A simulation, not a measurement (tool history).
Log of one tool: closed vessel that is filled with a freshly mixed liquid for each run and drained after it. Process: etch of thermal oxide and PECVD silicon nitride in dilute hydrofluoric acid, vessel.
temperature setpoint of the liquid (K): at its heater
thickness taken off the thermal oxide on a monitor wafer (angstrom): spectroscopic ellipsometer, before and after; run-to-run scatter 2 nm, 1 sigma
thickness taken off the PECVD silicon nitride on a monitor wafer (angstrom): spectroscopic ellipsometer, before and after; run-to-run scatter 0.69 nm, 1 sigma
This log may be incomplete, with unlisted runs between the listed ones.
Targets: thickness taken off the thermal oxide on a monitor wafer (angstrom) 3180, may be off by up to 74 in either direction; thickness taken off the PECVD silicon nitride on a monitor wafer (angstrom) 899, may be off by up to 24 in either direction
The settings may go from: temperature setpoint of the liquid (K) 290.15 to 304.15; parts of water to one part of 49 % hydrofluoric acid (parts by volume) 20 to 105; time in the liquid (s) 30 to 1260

run	hour	temperature setpoint of the liquid (K)	parts of water to one part of 49 % hydrofluoric acid (parts by volume)	time in the liquid (s)	thickness taken off the thermal oxide on a monitor wafer (angstrom)	thickness taken off the PECVD silicon nitride on a monitor wafer (angstrom)
1	0	296.15	55	645	631.18	178.93
2	2.7	296.15	55	510	505.75	142.65
3	6.6	297.15	45	725	916.11	263.72
4	14.1	297.65	35	865	1467.3	419.19
5	16	295.65	35	865	1330.9	359.51
6	18.3	299.15	35	865	1549.9	454.5
7	24.5	299.15	30	940	2006.1	581.9
8	27.8	299.65	25	980	2558.1	736.95
9	29.9	299.65	25	990	2571.4	755.97
10	37.1	299.65	25	1010	2643.9	761
11	43.9	299.65	25	1020	2659	771.08

Exercise: of the 4 proposed moves below, exactly one satisfies all targets within the stated allowed misses. Which move is it?
A	50.7	298.65	25	1260	?	?
B	50.7	299.65	20	1015	?	?
C	50.7	292.15	20	1230	?	?
D	50.7	300.15	25	1145	?	?

move	thickness taken off the thermal oxide on a monitor wafer (angstrom)	thickness taken off the PECVD silicon nitride on a monitor wafer (angstrom)
A	3149.5	887.63
B	3329.8	947.27
C	2931.2	683.51
D	3045.2	892.22
A: meets every target
B: moves the result that the last run missed by most past its target, out the other side
C: moves away from the targets compared with the last run
D: gains on the last run, yet a result remains outside its allowed miss
A meets every target.
